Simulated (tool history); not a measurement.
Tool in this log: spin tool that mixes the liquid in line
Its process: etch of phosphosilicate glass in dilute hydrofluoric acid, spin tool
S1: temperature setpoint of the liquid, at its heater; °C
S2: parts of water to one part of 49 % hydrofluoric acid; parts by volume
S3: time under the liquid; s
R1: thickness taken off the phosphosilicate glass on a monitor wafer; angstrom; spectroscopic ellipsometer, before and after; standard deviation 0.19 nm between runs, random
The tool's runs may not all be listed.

| run | hour | S1 | S2 | S3 | R1 |
|---|---|---|---|---|---|
| 1 | 0.0 | 23.0 | 170 | 15 | 107.650 |
| 2 | 4.2 | 23.0 | 170 | 15 | 108.780 |
| 3 | 5.8 | 24.0 | 160 | 15 | 118.390 |
| 4 | 13.0 | 25.0 | 150 | 15 | 134.160 |
|  | 17.8 | thermometer replaced |
| 5 | 17.8 | 21.5 | 150 | 15 | 109.170 |
| 6 | 19.2 | 21.5 | 175 | 15 | 91.314 |
| 7 | 21.4 | 25.5 | 105 | 15 | 193.450 |

What will run 8 give?
| 8 | 29.4 | 26.0 | 105 | 15 | ? |

{"run 8": {"R1": 195.92}}

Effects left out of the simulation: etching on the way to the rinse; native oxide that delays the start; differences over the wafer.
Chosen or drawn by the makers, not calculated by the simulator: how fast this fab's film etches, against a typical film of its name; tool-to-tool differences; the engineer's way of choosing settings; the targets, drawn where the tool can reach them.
